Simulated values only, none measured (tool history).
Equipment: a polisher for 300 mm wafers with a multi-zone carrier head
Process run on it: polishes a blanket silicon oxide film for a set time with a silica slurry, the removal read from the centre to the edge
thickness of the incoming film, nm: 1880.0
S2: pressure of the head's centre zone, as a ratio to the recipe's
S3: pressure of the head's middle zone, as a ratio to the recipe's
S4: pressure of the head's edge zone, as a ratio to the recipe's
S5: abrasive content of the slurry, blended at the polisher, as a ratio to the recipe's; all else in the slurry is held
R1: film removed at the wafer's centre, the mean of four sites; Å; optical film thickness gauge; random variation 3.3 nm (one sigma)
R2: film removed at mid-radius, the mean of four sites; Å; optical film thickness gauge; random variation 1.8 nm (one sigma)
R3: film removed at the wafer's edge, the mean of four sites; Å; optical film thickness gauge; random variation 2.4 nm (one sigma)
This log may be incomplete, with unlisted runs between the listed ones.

Run 1, hour 0: flow of slurry (ml/min) 275, S2 1, S3 1, S4 1, S5 1, polishing time (s) 60. Result: R1 2097.6 Å, R2 2014.1 Å, R3 2064.9 Å.
Run 2, hour 5.4: flow of slurry (ml/min) 280, S2 1, S3 0.99, S4 1.05, S5 1.05, polishing time (s) 60. Result: R1 2101.5 Å, R2 2015.4 Å, R3 2140.3 Å.
Run 3, hour 12.8: flow of slurry (ml/min) 280, S2 0.95, S3 0.99, S4 1.05, S5 1.05, polishing time (s) 60. Result: R1 1971.6 Å, R2 2061.2 Å, R3 2166 Å.
Run 4, hour 16.6: flow of slurry (ml/min) 280, S2 0.95, S3 0.99, S4 1.11, S5 1.05, polishing time (s) 60. Result: R1 1985.3 Å, R2 2092.5 Å, R3 2165.4 Å.
Run 5, hour 22.6: flow of slurry (ml/min) 285, S2 0.96, S3 0.96, S4 1.11, S5 1.1, polishing time (s) 60. Result: R1 2060.4 Å, R2 2029.7 Å, R3 2202.7 Å.
Run 6, hour 29.8: flow of slurry (ml/min) 245, S2 0.96, S3 0.96, S4 1.11, S5 1.1, polishing time (s) 60. Result: R1 2050.3 Å, R2 2016.7 Å, R3 2189.6 Å.

Run 7, settings as shown, results not yet in. Your forecast:
Run 7, hour 34.3: flow of slurry (ml/min) 245, S2 0.96, S3 0.95, S4 1.12, S5 1.15, polishing time (s) 60. Result: R1 ?, R2 ?, R3 ?.

Run 7 produced R1 2079.3 Å, R2 2013 Å, R3 2245.2 Å.
